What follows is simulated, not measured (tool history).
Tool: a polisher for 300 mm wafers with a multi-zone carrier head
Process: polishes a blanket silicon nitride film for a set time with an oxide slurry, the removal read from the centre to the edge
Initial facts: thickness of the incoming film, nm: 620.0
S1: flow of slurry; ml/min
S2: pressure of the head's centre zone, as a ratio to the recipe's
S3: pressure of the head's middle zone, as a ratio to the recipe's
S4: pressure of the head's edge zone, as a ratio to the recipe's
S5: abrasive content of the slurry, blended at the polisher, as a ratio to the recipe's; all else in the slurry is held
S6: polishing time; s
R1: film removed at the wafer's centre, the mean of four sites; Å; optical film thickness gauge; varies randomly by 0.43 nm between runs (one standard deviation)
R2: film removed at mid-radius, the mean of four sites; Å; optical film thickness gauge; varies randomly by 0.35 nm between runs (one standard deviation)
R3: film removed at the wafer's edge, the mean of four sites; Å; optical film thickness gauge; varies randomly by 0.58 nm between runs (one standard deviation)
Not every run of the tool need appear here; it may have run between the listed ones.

Run 1, hour 0.0: S1 130 ml/min, S2 1.00, S3 1.00, S4 1.00, S5 1.00, S6 64 s. Result: R1 332.53 Å, R2 345.53 Å, R3 330.00 Å.
Run 2, hour 5.5: S1 130 ml/min, S2 1.00, S3 1.00, S4 0.96, S5 1.00, S6 64 s. Result: R1 327.29 Å, R2 336.94 Å, R3 323.92 Å.
Run 3, hour 10.5: S1 135 ml/min, S2 1.01, S3 1.01, S4 0.98, S5 1.05, S6 64 s. Result: R1 343.53 Å, R2 354.42 Å, R3 328.49 Å.
Run 4, hour 18.9: S1 135 ml/min, S2 1.02, S3 1.01, S4 1.00, S5 1.10, S6 64 s. Result: R1 350.71 Å, R2 356.52 Å, R3 351.70 Å.
Run 5, hour 22.9: S1 140 ml/min, S2 1.04, S3 1.03, S4 1.00, S5 1.10, S6 64 s. Result: R1 363.08 Å, R2 370.58 Å, R3 346.23 Å.
Run 6, hour 30.3: S1 140 ml/min, S2 1.04, S3 1.03, S4 1.00, S5 0.95, S6 64 s. Result: R1 346.88 Å, R2 349.39 Å, R3 322.92 Å.
Run 7, hour 37.4: S1 175 ml/min, S2 1.14, S3 1.13, S4 1.10, S5 1.20, S6 64 s. Result: R1 427.12 Å, R2 426.56 Å, R3 383.97 Å.

Estimate the outcome of run 8 from the log above:
Run 8, hour 42.2: S1 185 ml/min, S2 1.17, S3 1.14, S4 1.12, S5 1.30, S6 64 s. Result: R1 ?, R2 ?, R3 ?.

R1: 458.71 Å
R2: 444.30 Å
R3: 399.07 Å
